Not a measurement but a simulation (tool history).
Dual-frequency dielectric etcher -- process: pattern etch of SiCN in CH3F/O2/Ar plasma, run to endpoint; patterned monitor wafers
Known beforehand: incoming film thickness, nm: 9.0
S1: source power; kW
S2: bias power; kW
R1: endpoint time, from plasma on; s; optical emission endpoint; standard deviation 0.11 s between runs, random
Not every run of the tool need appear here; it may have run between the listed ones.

| run | hour | S1 | S2 | R1 |
|---|---|---|---|---|
| 1 | 0.0 | 0.280 | 0.078 | 27.684 |
| 2 | 4.6 | 0.240 | 0.078 | 30.240 |
| 3 | 13.6 | 0.240 | 0.067 | 33.332 |
| 4 | 17.6 | 0.240 | 0.061 | 35.370 |
| 5 | 21.0 | 0.280 | 0.064 | 31.109 |
| 6 | 29.3 | 0.260 | 0.064 | 32.445 |
| 7 | 30.6 | 0.290 | 0.065 | 30.107 |
| 8 | 31.3 | 0.350 | 0.070 | 26.267 |
| 9 | 38.9 | 0.360 | 0.070 | 25.711 |

Predict the results of run 10:
| 10 | 44.3 | 0.370 | 0.070 | ? |

{"run 10": {"R1": 25.455}}

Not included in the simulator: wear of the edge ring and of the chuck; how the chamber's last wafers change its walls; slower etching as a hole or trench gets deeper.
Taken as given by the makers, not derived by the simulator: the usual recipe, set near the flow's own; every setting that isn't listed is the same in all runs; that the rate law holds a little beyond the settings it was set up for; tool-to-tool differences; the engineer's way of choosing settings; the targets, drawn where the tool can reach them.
